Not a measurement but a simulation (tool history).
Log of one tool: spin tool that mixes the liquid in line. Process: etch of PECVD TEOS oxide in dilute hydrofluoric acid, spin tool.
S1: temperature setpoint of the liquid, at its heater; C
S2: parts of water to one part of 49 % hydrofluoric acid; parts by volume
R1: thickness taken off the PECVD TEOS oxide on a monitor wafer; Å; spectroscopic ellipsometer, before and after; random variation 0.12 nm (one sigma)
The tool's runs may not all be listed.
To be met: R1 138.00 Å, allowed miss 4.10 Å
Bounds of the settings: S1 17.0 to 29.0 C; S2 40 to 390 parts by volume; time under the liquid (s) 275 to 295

Run 1, hour 0.0: S1 21.0 C, S2 215 parts by volume, time under the liquid (s) 275. Result: R1 182.06 Å.
Run 2, hour 2.6: S1 24.0 C, S2 215 parts by volume, time under the liquid (s) 275. Result: R1 204.42 Å.
Run 3, hour 4.8: S1 24.0 C, S2 215 parts by volume, time under the liquid (s) 275. Result: R1 207.12 Å.
Run 4, hour 8.3: S1 22.5 C, S2 220 parts by volume, time under the liquid (s) 275. Result: R1 186.29 Å.
Run 5, hour 16.3: S1 21.5 C, S2 225 parts by volume, time under the liquid (s) 275. Result: R1 177.97 Å.
Run 6, hour 20.3: S1 21.5 C, S2 160 parts by volume, time under the liquid (s) 275. Result: R1 266.19 Å.
Run 7, hour 27.6: S1 20.5 C, S2 180 parts by volume, time under the liquid (s) 275. Result: R1 225.27 Å.
Run 8, hour 34.3: S1 17.0 C, S2 250 parts by volume, time under the liquid (s) 275. Result: R1 129.85 Å.
Run 9, hour 39.9: S1 17.5 C, S2 250 parts by volume, time under the liquid (s) 275. Result: R1 133.75 Å.

Which of these 5 next moves meets every target?
Run A, hour 45.5: S1 17.0 C, S2 245 parts by volume, time under the liquid (s) 280. Result: R1 ?.
Run B, hour 45.5: S1 17.0 C, S2 250 parts by volume, time under the liquid (s) 275. Result: R1 ?.
Run C, hour 45.5: S1 17.0 C, S2 260 parts by volume, time under the liquid (s) 285. Result: R1 ?.
Run D, hour 45.5: S1 17.5 C, S2 270 parts by volume, time under the liquid (s) 280. Result: R1 ?.
Run E, hour 45.5: S1 18.5 C, S2 270 parts by volume, time under the liquid (s) 275. Result: R1 ?.

move      R1
   A  138.95
   B  133.16
   C  131.54
   D  125.77
   E  128.31
A: meets every target
B: further off than the last run
C: further off than the last run
D: further off than the last run
E: further off than the last run
Move A is the one to make.
